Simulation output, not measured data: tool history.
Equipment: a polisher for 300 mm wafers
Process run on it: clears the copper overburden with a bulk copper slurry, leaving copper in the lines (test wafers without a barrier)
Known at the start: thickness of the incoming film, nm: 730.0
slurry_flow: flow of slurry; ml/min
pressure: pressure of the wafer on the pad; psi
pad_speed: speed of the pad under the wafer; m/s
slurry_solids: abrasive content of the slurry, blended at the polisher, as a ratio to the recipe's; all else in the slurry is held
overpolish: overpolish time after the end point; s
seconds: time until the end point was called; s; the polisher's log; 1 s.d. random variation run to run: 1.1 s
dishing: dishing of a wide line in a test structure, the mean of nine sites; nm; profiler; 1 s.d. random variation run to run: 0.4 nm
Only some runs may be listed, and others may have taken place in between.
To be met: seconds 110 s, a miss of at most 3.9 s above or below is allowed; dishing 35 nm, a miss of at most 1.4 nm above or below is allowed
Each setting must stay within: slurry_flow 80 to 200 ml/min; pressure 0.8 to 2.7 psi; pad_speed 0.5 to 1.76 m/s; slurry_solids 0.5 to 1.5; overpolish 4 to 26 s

Run 1, day 0: slurry_flow 130 ml/min, pressure 1.7 psi, pad_speed 1.12 m/s, slurry_solids 1, overpolish 13 s. Result: seconds 151.96 s, dishing 31.867 nm.
Run 2, day 0.033: slurry_flow 130 ml/min, pressure 1.7 psi, pad_speed 0.84 m/s, slurry_solids 1, overpolish 13 s. Result: seconds 195.67 s, dishing 27.106 nm.
Run 3, day 0.221: slurry_flow 130 ml/min, pressure 1.5 psi, pad_speed 0.84 m/s, slurry_solids 1, overpolish 13 s. Result: seconds 225.74 s, dishing 24.233 nm.
Run 4, day 0.312: slurry_flow 130 ml/min, pressure 1.5 psi, pad_speed 0.84 m/s, slurry_solids 0.8, overpolish 13 s. Result: seconds 226.37 s, dishing 23.919 nm.
Run 5, day 0.458: slurry_flow 135 ml/min, pressure 1.8 psi, pad_speed 0.84 m/s, slurry_solids 0.8, overpolish 12 s. Result: seconds 192.35 s, dishing 25.967 nm.
Run 6, day 0.7: slurry_flow 140 ml/min, pressure 2.1 psi, pad_speed 0.86 m/s, slurry_solids 0.8, overpolish 11 s. Result: seconds 159.92 s, dishing 27.72 nm.
Run 7, day 0.758: slurry_flow 145 ml/min, pressure 2.3 psi, pad_speed 0.86 m/s, slurry_solids 0.8, overpolish 11 s. Result: seconds 144.72 s, dishing 30.56 nm.
Run 8, day 1.083: slurry_flow 165 ml/min, pressure 2.7 psi, pad_speed 0.92 m/s, slurry_solids 0.8, overpolish 9 s. Result: seconds 113.28 s, dishing 31.193 nm.

Next run, 4 choices. One meets every target within its allowed miss, the rest don't. Which?
Run A, day 1.408: slurry_flow 165 ml/min, pressure 2.4 psi, pad_speed 0.98 m/s, slurry_solids 0.85, overpolish 13 s. Result: seconds ?, dishing ?.
Run B, day 1.408: slurry_flow 165 ml/min, pressure 2.6 psi, pad_speed 0.92 m/s, slurry_solids 0.8, overpolish 12 s. Result: seconds ?, dishing ?.
Run C, day 1.408: slurry_flow 165 ml/min, pressure 2.7 psi, pad_speed 1 m/s, slurry_solids 0.8, overpolish 11 s. Result: seconds ?, dishing ?.
Run D, day 1.408: slurry_flow 170 ml/min, pressure 2.3 psi, pad_speed 1.14 m/s, slurry_solids 0.65, overpolish 11 s. Result: seconds ?, dishing ?.

move  seconds  dishing
   A   118.94   37.514
   B    117.8   36.326
   C   104.74   37.029
   D   110.15   35.627
A: takes the result that was furthest off past its target
B: meets the target for the result that was furthest off, but another lies outside its allowed miss
C: takes the result that was furthest off past its target
D: all results in spec
Correct choice: D, which meets every target
